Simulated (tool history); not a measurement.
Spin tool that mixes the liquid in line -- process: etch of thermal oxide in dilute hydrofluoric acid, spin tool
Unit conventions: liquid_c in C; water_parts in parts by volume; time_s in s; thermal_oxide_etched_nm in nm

| run | hour | liquid_c | water_parts | time_s | thermal_oxide_etched_nm |
|---|---|---|---|---|---|
| 1 | 0.0 | 23.0 | 285 | 40 | 0.51374 |
| 2 | 2.1 | 24.5 | 260 | 40 | 0.61019 |
| 3 | 10.0 | 24.5 | 185 | 40 | 0.93436 |
| 4 | 11.4 | 24.5 | 280 | 40 | 0.55856 |
| 5 | 12.7 | 25.5 | 260 | 40 | 0.63942 |
| 6 | 20.0 | 25.5 | 340 | 40 | 0.44895 |
| 7 | 24.5 | 26.5 | 310 | 40 | 0.52686 |
| 8 | 26.0 | 27.5 | 285 | 40 | 0.61476 |
| 9 | 28.3 | 28.0 | 260 | 40 | 0.69209 |
| 10 | 31.0 | 28.5 | 240 | 40 | 0.79638 |
| 11 | 36.2 | 29.0 | 225 | 40 | 0.86128 |
| 12 | 41.2 | 29.5 | 215 | 40 | 0.93872 |
| 13 | 43.0 | 31.0 | 165 | 40 | 1.39490 |
| 14 | 50.5 | 30.5 | 165 | 40 | 1.36330 |
| 15 | 56.0 | 30.5 | 165 | 40 | 1.34090 |

Run 16 has not been measured yet. What should we expect?
| 16 | 64.5 | 30.0 | 165 | 40 | ? |

{"run 16": {"thermal_oxide_etched_nm": 1.3048}}
